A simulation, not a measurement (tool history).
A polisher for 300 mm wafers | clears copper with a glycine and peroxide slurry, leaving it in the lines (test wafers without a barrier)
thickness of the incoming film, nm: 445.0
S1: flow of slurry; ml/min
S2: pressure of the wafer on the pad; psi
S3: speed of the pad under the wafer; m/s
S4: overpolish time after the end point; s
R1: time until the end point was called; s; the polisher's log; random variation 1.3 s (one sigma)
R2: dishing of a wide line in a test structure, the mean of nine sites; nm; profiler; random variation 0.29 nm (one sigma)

run 1 hour=0 | S1=250 S2=2.7 S3=0.88 S4=15 | R1=92.648 R2=50.788
run 2 hour=1.2 | S1=285 S2=2.7 S3=0.88 S4=15 | R1=91.71 R2=52.667
run 3 hour=5.2 | S1=285 S2=3.3 S3=0.88 S4=15 | R1=78.438 R2=58.759
run 4 hour=9.5 | S1=285 S2=3.3 S3=1.08 S4=15 | R1=65.241 R2=64.791
run 5 hour=16.7 | S1=285 S2=3.3 S3=1.08 S4=11 | R1=66.989 R2=51.38
run 6 hour=24.4 | S1=285 S2=3.3 S3=1.08 S4=17 | R1=66.478 R2=71.798
run 7 hour=30.3 | S1=240 S2=2.6 S3=1.08 S4=13 | R1=78.868 R2=52.29
run 8 hour=36.6 | S1=240 S2=2.9 S3=0.86 S4=10 | R1=89.646 R2=38.198
run 9 hour=39.9 | S1=210 S2=3.1 S3=0.7 S4=8 | R1=101.3 R2=26.359
run 10 hour=43.6 | S1=190 S2=3.4 S3=0.6 S4=7 | R1=110.77 R2=20.717
run 11 hour=51.3 | S1=175 S2=3.6 S3=0.56 S4=6 | R1=111.45 R2=18.379

Forecast run 12:
run 12 hour=51.9 | S1=165 S2=3.8 S3=0.52 S4=5 | R1=? R2=?

R1: 115.13 s
R2: 14.722 nm
